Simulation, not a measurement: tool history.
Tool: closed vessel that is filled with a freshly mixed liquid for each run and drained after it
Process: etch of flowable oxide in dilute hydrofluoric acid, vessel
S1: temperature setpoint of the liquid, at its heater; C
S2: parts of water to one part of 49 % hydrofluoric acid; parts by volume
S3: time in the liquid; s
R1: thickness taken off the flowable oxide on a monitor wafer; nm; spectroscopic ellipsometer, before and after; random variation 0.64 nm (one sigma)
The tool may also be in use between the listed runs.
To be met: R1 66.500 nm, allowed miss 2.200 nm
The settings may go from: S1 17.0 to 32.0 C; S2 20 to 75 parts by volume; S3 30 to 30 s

run	hour	S1	S2	S3	R1
1	0.0	24.0	45	30	30.657
2	6.1	24.0	45	30	31.271
3	7.6	25.5	40	30	36.903
4	13.1	25.5	45	30	32.718
5	20.3	25.5	55	30	26.223
6	21.7	25.5	50	30	29.272
7	23.9	25.5	50	30	29.744
8	28.9	26.5	45	30	34.409
9	34.0	27.5	40	30	41.187
10	37.9	28.5	40	30	42.081
11	43.0	28.5	40	30	42.486
12	51.7	29.0	40	30	43.434
13	58.4	29.5	40	30	44.900
14	67.5	30.0	40	30	44.427
15	76.6	32.0	25	30	80.474
16	79.8	31.5	25	30	77.699

Which of these 5 next moves meets every target?
A	83.0	31.0	30	30	?
B	83.0	30.0	30	30	?
C	83.0	32.0	30	30	?
D	83.0	30.5	30	30	?
E	83.0	25.5	25	30	?

move	R1
A	63.769
B	61.276
C	66.344
D	62.512
E	61.657
A: takes the result that was furthest off past its target
B: takes the result that was furthest off past its target
C: meets every target
D: takes the result that was furthest off past its target
E: takes the result that was furthest off past its target
The right move is C.
